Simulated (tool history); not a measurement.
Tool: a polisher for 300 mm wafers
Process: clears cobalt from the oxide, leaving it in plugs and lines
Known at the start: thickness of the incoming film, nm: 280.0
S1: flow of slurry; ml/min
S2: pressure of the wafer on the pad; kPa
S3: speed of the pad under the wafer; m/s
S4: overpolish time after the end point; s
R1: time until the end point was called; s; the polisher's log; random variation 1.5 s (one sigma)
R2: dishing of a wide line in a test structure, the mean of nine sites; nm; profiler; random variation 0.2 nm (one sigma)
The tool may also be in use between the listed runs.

{"run": 1, "day": 0.0, "S1": 160, "S2": 11.7, "S3": 1.08, "S4": 22, "R1": 86.035, "R2": 37.113}
{"run": 2, "day": 0.308, "S1": 160, "S2": 11.7, "S3": 1.08, "S4": 31, "R1": 86.05, "R2": 42.608}
{"run": 3, "day": 0.367, "S1": 160, "S2": 13.8, "S3": 1.08, "S4": 31, "R1": 72.119, "R2": 42.895}
{"run": 4, "day": 0.708, "S1": 160, "S2": 11.7, "S3": 1.08, "S4": 31, "R1": 81.269, "R2": 41.302}
{"run": 5, "day": 0.933, "S1": 160, "S2": 11.7, "S3": 0.82, "S4": 31, "R1": 105.06, "R2": 39.622}
{"run": 6, "day": 1.15, "S1": 145, "S2": 11.7, "S3": 0.82, "S4": 31, "R1": 109.98, "R2": 39.026}

Forecast run 7:
{"run": 7, "day": 1.321, "S1": 135, "S2": 13.1, "S3": 0.74, "S4": 26, "R1": "?", "R2": "?"}

{"run 7": {"R1": 112.79, "R2": 36.035}}

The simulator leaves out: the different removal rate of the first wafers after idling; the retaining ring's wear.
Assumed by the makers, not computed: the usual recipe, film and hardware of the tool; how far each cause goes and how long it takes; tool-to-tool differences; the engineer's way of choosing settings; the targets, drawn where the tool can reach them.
